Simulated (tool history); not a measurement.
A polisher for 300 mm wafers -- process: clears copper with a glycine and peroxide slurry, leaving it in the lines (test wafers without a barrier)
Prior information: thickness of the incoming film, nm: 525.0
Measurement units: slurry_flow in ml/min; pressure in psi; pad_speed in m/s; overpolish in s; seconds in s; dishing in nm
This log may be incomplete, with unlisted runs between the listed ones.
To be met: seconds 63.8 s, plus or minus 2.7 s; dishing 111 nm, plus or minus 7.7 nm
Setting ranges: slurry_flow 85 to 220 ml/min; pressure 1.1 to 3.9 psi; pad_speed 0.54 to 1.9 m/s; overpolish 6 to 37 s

| run | hour | slurry_flow | pressure | pad_speed | overpolish | seconds | dishing |
|---|---|---|---|---|---|---|---|
| 1 | 0 | 140 | 2.5 | 1.22 | 19 | 120.72 | 57.247 |
| 2 | 3.7 | 140 | 2.5 | 1.1 | 19 | 130.64 | 53.426 |
| 3 | 11 | 140 | 2.5 | 0.82 | 19 | 166.4 | 47.296 |
| 4 | 18.5 | 140 | 2.5 | 0.6 | 19 | 204.43 | 37.794 |
| 5 | 20.8 | 145 | 2.7 | 0.72 | 19 | 172.78 | 44.162 |
| 6 | 26.8 | 145 | 2.7 | 0.54 | 19 | 214.44 | 36.827 |
| 7 | 29.7 | 145 | 2.9 | 0.7 | 19 | 165.94 | 45.035 |
| 8 | 37.6 | 145 | 3.1 | 0.82 | 20 | 139.71 | 54.893 |
| 9 | 44.3 | 145 | 3.2 | 0.92 | 20 | 124.57 | 60.337 |
| 10 | 49.4 | 145 | 3.3 | 1 | 20 | 113.53 | 66.357 |
| 11 | 55.7 | 145 | 3.4 | 1.08 | 20 | 101.77 | 67.299 |
| 12 | 61.5 | 145 | 3.4 | 1.08 | 20 | 101.18 | 69.281 |
| 13 | 62.2 | 145 | 3.5 | 1.14 | 20 | 96.661 | 74.457 |
| 14 | 64.3 | 150 | 3.6 | 1.2 | 20 | 89.178 | 79.116 |

Below are 4 possible settings for the next run. Only one of them brings all results inside the allowed miss of their targets. Which is it?
| A | 66.4 | 155 | 3.1 | 0.96 | 15 | ? | ? |
| B | 66.4 | 125 | 3.6 | 1.78 | 25 | ? | ? |
| C | 66.4 | 135 | 3 | 0.88 | 29 | ? | ? |
| D | 66.4 | 145 | 3.9 | 1.74 | 28 | ? | ? |

| move | seconds | dishing |
|---|---|---|
| A | 120.67 | 48.795 |
| B | 64.65 | 109.59 |
| C | 136.43 | 75.119 |
| D | 59.7 | 122.36 |
A: further off than the last run
B: all results land within tolerance of their targets
C: further off than the last run
D: carries the result that was furthest off beyond its target, to the other side
The move that meets every target is B.
